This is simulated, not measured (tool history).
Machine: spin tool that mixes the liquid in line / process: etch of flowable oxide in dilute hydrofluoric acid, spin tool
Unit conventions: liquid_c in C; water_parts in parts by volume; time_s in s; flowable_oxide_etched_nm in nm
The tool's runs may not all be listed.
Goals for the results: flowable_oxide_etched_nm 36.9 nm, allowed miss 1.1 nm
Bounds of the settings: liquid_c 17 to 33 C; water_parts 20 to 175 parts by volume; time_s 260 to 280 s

run 1 hour=0 | liquid_c=25 water_parts=95 time_s=260 | flowable_oxide_etched_nm=64.437
run 2 hour=4.9 | liquid_c=23.5 water_parts=100 time_s=260 | flowable_oxide_etched_nm=57.176
run 3 hour=8.2 | liquid_c=23.5 water_parts=80 time_s=260 | flowable_oxide_etched_nm=73.942
run 4 hour=15.2 | liquid_c=22 water_parts=90 time_s=260 | flowable_oxide_etched_nm=61.267
run 5 hour=17.4 | liquid_c=21 water_parts=95 time_s=260 | flowable_oxide_etched_nm=55.228
run 6 hour=25.2 | liquid_c=22.5 water_parts=95 time_s=260 | flowable_oxide_etched_nm=58.182
run 7 hour=33.5 | liquid_c=21.5 water_parts=100 time_s=260 | flowable_oxide_etched_nm=52.745
run 8 hour=41.6 | liquid_c=20.5 water_parts=105 time_s=260 | flowable_oxide_etched_nm=48.508
run 9 hour=45.8 | liquid_c=17 water_parts=125 time_s=260 | flowable_oxide_etched_nm=34.479
run 10 hour=49.9 | liquid_c=17 water_parts=125 time_s=260 | flowable_oxide_etched_nm=34.54
-- hour=51.6 thermometer replaced
run 11 hour=51.6 | liquid_c=17.5 water_parts=125 time_s=260 | flowable_oxide_etched_nm=32.037
run 12 hour=56.3 | liquid_c=18.5 water_parts=125 time_s=260 | flowable_oxide_etched_nm=33.675
run 13 hour=62.5 | liquid_c=19 water_parts=125 time_s=260 | flowable_oxide_etched_nm=34.305
run 14 hour=69.9 | liquid_c=19.5 water_parts=125 time_s=260 | flowable_oxide_etched_nm=34.815

Which one of the following 4 next-run settings gets every result inside its allowed miss? There is exactly one.
run A hour=77.3 | liquid_c=18 water_parts=125 time_s=270 | flowable_oxide_etched_nm=?
run B hour=77.3 | liquid_c=19.5 water_parts=140 time_s=260 | flowable_oxide_etched_nm=?
run C hour=77.3 | liquid_c=18 water_parts=130 time_s=265 | flowable_oxide_etched_nm=?
run D hour=77.3 | liquid_c=19.5 water_parts=120 time_s=260 | flowable_oxide_etched_nm=?

move=A flowable_oxide_etched_nm=34.073
move=B flowable_oxide_etched_nm=30.661
move=C flowable_oxide_etched_nm=31.992
move=D flowable_oxide_etched_nm=36.535
A: lands further from the targets than the last run did
B: lands further from the targets than the last run did
C: lands further from the targets than the last run did
D: every result lands within tolerance
The right move is D.

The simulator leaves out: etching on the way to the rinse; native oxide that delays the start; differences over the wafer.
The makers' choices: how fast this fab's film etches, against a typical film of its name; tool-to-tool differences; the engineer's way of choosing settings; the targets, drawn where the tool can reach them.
